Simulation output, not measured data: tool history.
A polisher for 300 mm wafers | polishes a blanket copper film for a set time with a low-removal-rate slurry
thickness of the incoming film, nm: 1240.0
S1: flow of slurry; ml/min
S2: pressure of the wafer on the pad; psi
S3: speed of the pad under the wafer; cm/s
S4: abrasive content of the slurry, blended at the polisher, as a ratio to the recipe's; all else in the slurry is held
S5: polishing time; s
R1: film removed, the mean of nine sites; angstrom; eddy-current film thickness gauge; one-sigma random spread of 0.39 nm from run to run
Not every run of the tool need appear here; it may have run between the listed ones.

| run | hour | S1 | S2 | S3 | S4 | S5 | R1 |
|---|---|---|---|---|---|---|---|
| 1 | 0 | 160 | 3 | 96 | 1 | 35 | 891.1 |
| 2 | 0.6 | 160 | 3 | 112 | 1 | 35 | 1048.1 |
| 3 | 2.4 | 160 | 3 | 88 | 1 | 35 | 822.36 |
| 4 | 8.4 | 155 | 2.8 | 88 | 1 | 35 | 790.14 |
| 5 | 12.3 | 155 | 2.8 | 88 | 0.85 | 35 | 765.83 |
| 6 | 18.2 | 155 | 3.3 | 88 | 0.85 | 35 | 842.37 |
| 7 | 20.6 | 150 | 3 | 88 | 0.85 | 35 | 800.03 |

What does the tool deliver on the next run?
| 8 | 25.6 | 150 | 2.2 | 80 | 0.85 | 35 | ? |

{"run 8": {"R1": 604.54}}
